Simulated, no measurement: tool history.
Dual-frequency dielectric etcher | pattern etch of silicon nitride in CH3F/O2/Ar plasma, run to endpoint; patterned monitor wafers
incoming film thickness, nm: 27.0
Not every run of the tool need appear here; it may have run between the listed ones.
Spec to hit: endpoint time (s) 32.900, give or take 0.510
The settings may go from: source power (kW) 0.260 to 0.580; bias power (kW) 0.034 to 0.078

run 1 hour=0.0 | source_power_(kW)=0.420 bias_power_(kW)=0.056 | endpoint_time_(s)=40.175
run 2 hour=3.6 | source_power_(kW)=0.450 bias_power_(kW)=0.058 | endpoint_time_(s)=38.558
run 3 hour=8.1 | source_power_(kW)=0.470 bias_power_(kW)=0.059 | endpoint_time_(s)=37.678
run 4 hour=12.2 | source_power_(kW)=0.490 bias_power_(kW)=0.060 | endpoint_time_(s)=36.597
run 5 hour=17.7 | source_power_(kW)=0.490 bias_power_(kW)=0.051 | endpoint_time_(s)=40.281
run 6 hour=21.3 | source_power_(kW)=0.500 bias_power_(kW)=0.053 | endpoint_time_(s)=39.124
run 7 hour=26.4 | source_power_(kW)=0.580 bias_power_(kW)=0.064 | endpoint_time_(s)=33.764
run 8 hour=28.0 | source_power_(kW)=0.580 bias_power_(kW)=0.065 | endpoint_time_(s)=33.480

Exactly one of the 5 candidate moves below puts every result within its allowed miss. Which one?
run A hour=29.6 | source_power_(kW)=0.500 bias_power_(kW)=0.069 | endpoint_time_(s)=?
run B hour=29.6 | source_power_(kW)=0.570 bias_power_(kW)=0.062 | endpoint_time_(s)=?
run C hour=29.6 | source_power_(kW)=0.520 bias_power_(kW)=0.063 | endpoint_time_(s)=?
run D hour=29.6 | source_power_(kW)=0.560 bias_power_(kW)=0.070 | endpoint_time_(s)=?
run E hour=29.6 | source_power_(kW)=0.470 bias_power_(kW)=0.072 | endpoint_time_(s)=?

move=A endpoint_time_(s)=34.398
move=B endpoint_time_(s)=34.692
move=C endpoint_time_(s)=35.512
move=D endpoint_time_(s)=32.881
move=E endpoint_time_(s)=34.382
A: moves away from the targets compared with the last run
B: moves away from the targets compared with the last run
C: moves away from the targets compared with the last run
D: all results in spec
E: moves away from the targets compared with the last run
Correct choice: D, which meets every target

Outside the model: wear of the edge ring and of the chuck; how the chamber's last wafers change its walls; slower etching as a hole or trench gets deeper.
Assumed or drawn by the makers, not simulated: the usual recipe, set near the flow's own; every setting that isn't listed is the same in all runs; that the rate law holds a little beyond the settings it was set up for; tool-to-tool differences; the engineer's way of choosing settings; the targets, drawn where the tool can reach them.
